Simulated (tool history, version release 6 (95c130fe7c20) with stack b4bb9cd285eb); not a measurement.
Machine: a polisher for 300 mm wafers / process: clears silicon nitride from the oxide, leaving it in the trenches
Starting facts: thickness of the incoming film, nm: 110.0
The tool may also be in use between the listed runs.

run	hour	flow of slurry (ml/min)	pressure of the wafer on the pad (kPa)	speed of the pad under the wafer (cm/s)	overpolish time after the end point (s)	time until the end point was called (s)
1	0	140	18.6	120	38	114.27
2	3.5	140	18.6	120	38	115.02
3	5.4	140	18.6	120	38	112.66
4	10	140	17.2	118	38	126.12
5	16.7	140	17.2	118	41	122.35
6	18.3	155	17.2	118	41	122.36
7	24	155	16.5	118	41	125.44
8	28.7	155	15.9	118	41	128.68
9	30.1	155	15.2	118	41	133.43
10	37.5	155	14.5	118	41	133.12

Run 11 comes next. What will it give?
11	43.4	155	13.8	116	41	?

time until the end point was called (s): 138.23
